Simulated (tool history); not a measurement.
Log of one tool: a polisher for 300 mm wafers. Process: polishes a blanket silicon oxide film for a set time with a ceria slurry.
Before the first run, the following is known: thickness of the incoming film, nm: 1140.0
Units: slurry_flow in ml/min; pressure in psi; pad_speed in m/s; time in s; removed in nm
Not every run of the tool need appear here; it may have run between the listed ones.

{"run": 1, "hour": 0.0, "slurry_flow": 205, "pressure": 3.5, "pad_speed": 1.04, "time": 39, "removed": 218.36}
{"run": 2, "hour": 8.3, "slurry_flow": 205, "pressure": 3, "pad_speed": 1.04, "time": 39, "removed": 186.85}
{"run": 3, "hour": 13.7, "slurry_flow": 205, "pressure": 3, "pad_speed": 1.04, "time": 39, "removed": 184.73}
{"run": 4, "hour": 17.1, "slurry_flow": 210, "pressure": 3.4, "pad_speed": 1.04, "time": 39, "removed": 210.95}
{"run": 5, "hour": 17.7, "slurry_flow": 215, "pressure": 3.7, "pad_speed": 1.04, "time": 39, "removed": 230.68}
{"hour": 24.4, "done": "head pressure recalibrated"}
{"run": 6, "hour": 24.4, "slurry_flow": 215, "pressure": 3.7, "pad_speed": 1.22, "time": 39, "removed": 242.63}
{"run": 7, "hour": 30.1, "slurry_flow": 215, "pressure": 3.8, "pad_speed": 1.22, "time": 39, "removed": 249.99}

The next listed run, before its measurement:
{"run": 8, "hour": 33.5, "slurry_flow": 215, "pressure": 3.9, "pad_speed": 1.22, "time": 39, "removed": "?"}

removed: 255.33 nm
